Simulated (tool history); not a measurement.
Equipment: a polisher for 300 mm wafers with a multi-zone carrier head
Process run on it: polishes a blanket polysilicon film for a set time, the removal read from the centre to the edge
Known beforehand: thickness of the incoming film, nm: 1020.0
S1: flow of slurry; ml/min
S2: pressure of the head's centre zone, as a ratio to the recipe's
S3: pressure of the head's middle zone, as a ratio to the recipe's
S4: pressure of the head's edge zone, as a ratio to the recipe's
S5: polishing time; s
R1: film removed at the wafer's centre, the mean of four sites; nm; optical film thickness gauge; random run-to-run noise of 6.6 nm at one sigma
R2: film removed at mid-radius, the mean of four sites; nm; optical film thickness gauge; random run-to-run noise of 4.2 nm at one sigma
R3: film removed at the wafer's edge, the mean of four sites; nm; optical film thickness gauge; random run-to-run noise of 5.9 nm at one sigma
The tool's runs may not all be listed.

run    day   S1    S2    S3    S4  S5      R1      R2      R3
  1      0  145     1     1     1  45  385.95  377.05  373.44
  2  0.117  150     1  1.02  1.02  46  392.04  395.88  383.77
  3  0.371  155     1  1.03  1.04  47  396.46  405.95  400.75
  4    0.6  160  1.01  1.05  1.05  48  406.86  427.12  404.41
  5  0.838  165  1.01  1.06  1.06  49  425.17  439.37  426.95
  6  0.933  165  1.01  1.01  1.06  49  432.48  421.91  425.98

The next listed run, before its measurement:
  7  0.983  205   1  1.11  1.1  51   ?   ?   ?

{"run 7": {"R1": 450.43, "R2": 496.97, "R3": 462.57}}
